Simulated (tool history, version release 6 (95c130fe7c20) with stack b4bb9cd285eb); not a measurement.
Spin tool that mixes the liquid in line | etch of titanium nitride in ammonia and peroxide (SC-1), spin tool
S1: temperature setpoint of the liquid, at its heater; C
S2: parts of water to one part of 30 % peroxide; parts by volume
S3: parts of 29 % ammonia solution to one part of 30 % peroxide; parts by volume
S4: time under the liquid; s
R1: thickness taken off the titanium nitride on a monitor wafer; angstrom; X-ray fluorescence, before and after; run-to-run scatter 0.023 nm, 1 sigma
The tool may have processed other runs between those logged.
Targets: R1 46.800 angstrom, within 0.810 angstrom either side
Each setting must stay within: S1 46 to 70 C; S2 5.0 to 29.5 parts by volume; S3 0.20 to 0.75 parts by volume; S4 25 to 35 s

run  hour  S1    S2    S3  S4      R1
  1   0.0  62  16.5  0.45  35  36.338
  2   3.6  62  16.5  0.60  35  38.172
  3   7.9  62  16.5  0.60  25  27.292
  4  11.5  62  16.5  0.55  25  27.211
  5  19.6  62  16.5  0.55  25  27.172
  6  20.4  55  16.5  0.55  25  16.901
  7  21.5  59  16.5  0.55  25  22.135
  8  26.5  67  16.0  0.55  25  37.530
  9  27.2  68  15.5  0.55  25  40.802

Exactly one of the 4 candidate moves below puts every result within its allowed miss. Which one?
  A  27.9  68  11.0  0.50  25   ?
  B  27.9  70  18.0  0.20  35   ?
  C  27.9  68  23.5  0.65  35   ?
  D  27.9  70  19.5  0.55  30   ?

move      R1
   A  48.565
   B  49.482
   C  47.076
   D  49.171
A: carries the result that was furthest off beyond its target, to the other side
B: carries the result that was furthest off beyond its target, to the other side
C: every result within its allowed miss
D: carries the result that was furthest off beyond its target, to the other side
So the answer is move C, the one that meets all the targets.
